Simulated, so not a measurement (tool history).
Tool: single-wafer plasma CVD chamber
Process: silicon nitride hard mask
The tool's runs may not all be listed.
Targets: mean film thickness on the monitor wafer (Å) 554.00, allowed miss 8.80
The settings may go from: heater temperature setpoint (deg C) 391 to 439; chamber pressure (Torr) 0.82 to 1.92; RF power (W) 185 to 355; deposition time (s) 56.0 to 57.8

run	hour	heater temperature setpoint (deg C)	chamber pressure (Torr)	RF power (W)	deposition time (s)	mean film thickness on the monitor wafer (Å)
1	0.0	415	1.37	270	56.0	640.01
2	0.7	419	1.37	270	56.0	637.77
3	4.7	419	1.31	270	56.0	632.47
4	7.6	419	1.09	270	56.0	605.30
5	15.0	427	1.09	270	56.0	603.45
6	22.7	432	1.09	270	56.0	602.42
7	27.2	432	1.06	270	56.0	598.29
8	33.9	432	1.03	270	56.0	592.44
9	38.7	432	1.01	270	56.0	588.88
10	40.2	432	0.99	270	56.0	583.70
11	44.0	432	0.97	270	56.0	583.29

Which of these 5 next moves meets every target?
A	47.8	439	0.83	280	56.0	?
B	47.8	431	1.10	260	57.6	?
C	47.8	429	0.85	260	56.0	?
D	47.8	411	0.82	315	56.7	?
E	47.8	439	1.00	280	57.6	?

move	mean film thickness on the monitor wafer (Å)
A	568.22
B	606.12
C	553.23
D	617.27
E	611.75
A: nearer than the last run, and not there yet
B: further off than the last run
C: meets every target
D: further off than the last run
E: further off than the last run
The right move is C.

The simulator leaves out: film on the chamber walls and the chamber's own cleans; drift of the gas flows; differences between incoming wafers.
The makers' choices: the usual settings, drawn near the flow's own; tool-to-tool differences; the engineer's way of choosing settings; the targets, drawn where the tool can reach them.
